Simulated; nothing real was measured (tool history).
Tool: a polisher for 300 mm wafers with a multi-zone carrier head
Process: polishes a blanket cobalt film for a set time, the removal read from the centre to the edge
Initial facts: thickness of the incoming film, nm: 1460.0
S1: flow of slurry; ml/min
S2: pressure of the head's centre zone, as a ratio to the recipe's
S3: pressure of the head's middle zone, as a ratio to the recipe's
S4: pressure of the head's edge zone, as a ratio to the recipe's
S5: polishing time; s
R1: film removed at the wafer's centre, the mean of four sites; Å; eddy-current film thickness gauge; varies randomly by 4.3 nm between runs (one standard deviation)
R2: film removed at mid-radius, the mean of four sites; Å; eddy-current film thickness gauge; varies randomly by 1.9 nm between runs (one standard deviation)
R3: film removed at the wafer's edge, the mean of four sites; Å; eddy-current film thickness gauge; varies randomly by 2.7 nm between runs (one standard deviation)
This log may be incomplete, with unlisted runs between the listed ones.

Run 1, hour 0.0: S1 315 ml/min, S2 1.00, S3 1.00, S4 1.00, S5 61 s. Result: R1 4077.2 Å, R2 4187.9 Å, R3 4103.8 Å.
Run 2, hour 6.0: S1 310 ml/min, S2 1.00, S3 0.97, S4 0.97, S5 58 s. Result: R1 3790.3 Å, R2 3890.2 Å, R3 3831.9 Å.
Run 3, hour 7.6: S1 235 ml/min, S2 1.00, S3 0.97, S4 0.97, S5 58 s. Result: R1 3719.7 Å, R2 3813.6 Å, R3 3746.3 Å.
Run 4, hour 14.9: S1 235 ml/min, S2 1.00, S3 0.97, S4 0.97, S5 68 s. Result: R1 4515.2 Å, R2 4418.6 Å, R3 4440.4 Å.
Run 5, hour 17.8: S1 230 ml/min, S2 1.00, S3 0.94, S4 0.95, S5 64 s. Result: R1 4157.3 Å, R2 4049.2 Å, R3 4139.7 Å.
Run 6, hour 24.4: S1 190 ml/min, S2 1.00, S3 0.94, S4 0.95, S5 64 s. Result: R1 4031.0 Å, R2 3982.3 Å, R3 4068.1 Å.
Run 7, hour 27.3: S1 195 ml/min, S2 1.01, S3 0.93, S4 0.93, S5 61 s. Result: R1 3858.0 Å, R2 3760.1 Å, R3 3831.3 Å.
Run 8, hour 28.6: S1 195 ml/min, S2 1.02, S3 0.92, S4 0.92, S5 59 s. Result: R1 3775.6 Å, R2 3606.4 Å, R3 3687.7 Å.
Run 9, hour 34.3: S1 195 ml/min, S2 1.02, S3 0.91, S4 0.91, S5 57 s. Result: R1 3656.3 Å, R2 3426.9 Å, R3 3505.3 Å.
At hour 37.5: slurry nozzle cleaned.
Run 10, hour 37.5: S1 195 ml/min, S2 1.01, S3 0.90, S4 0.90, S5 56 s. Result: R1 3809.8 Å, R2 3493.9 Å, R3 3584.7 Å.
Run 11, hour 41.5: S1 195 ml/min, S2 1.03, S3 0.91, S4 0.92, S5 55 s. Result: R1 3645.2 Å, R2 3445.7 Å, R3 3532.8 Å.
Run 12, hour 45.6: S1 195 ml/min, S2 1.02, S3 0.90, S4 0.91, S5 53 s. Result: R1 3526.1 Å, R2 3295.1 Å, R3 3421.9 Å.
Run 13, hour 52.0: S1 195 ml/min, S2 1.02, S3 0.90, S4 0.90, S5 51 s. Result: R1 3472.9 Å, R2 3213.5 Å, R3 3277.1 Å.
Run 14, hour 58.8: S1 195 ml/min, S2 0.95, S3 0.84, S4 0.84, S5 47 s. Result: R1 3066.7 Å, R2 2778.1 Å, R3 2888.6 Å.

The next listed run, before its measurement:
Run 15, hour 63.2: S1 200 ml/min, S2 0.95, S3 0.85, S4 0.85, S5 47 s. Result: R1 ?, R2 ?, R3 ?.

{"run 15": {"R1": 2942.9, "R2": 2838.8, "R3": 2947.5}}

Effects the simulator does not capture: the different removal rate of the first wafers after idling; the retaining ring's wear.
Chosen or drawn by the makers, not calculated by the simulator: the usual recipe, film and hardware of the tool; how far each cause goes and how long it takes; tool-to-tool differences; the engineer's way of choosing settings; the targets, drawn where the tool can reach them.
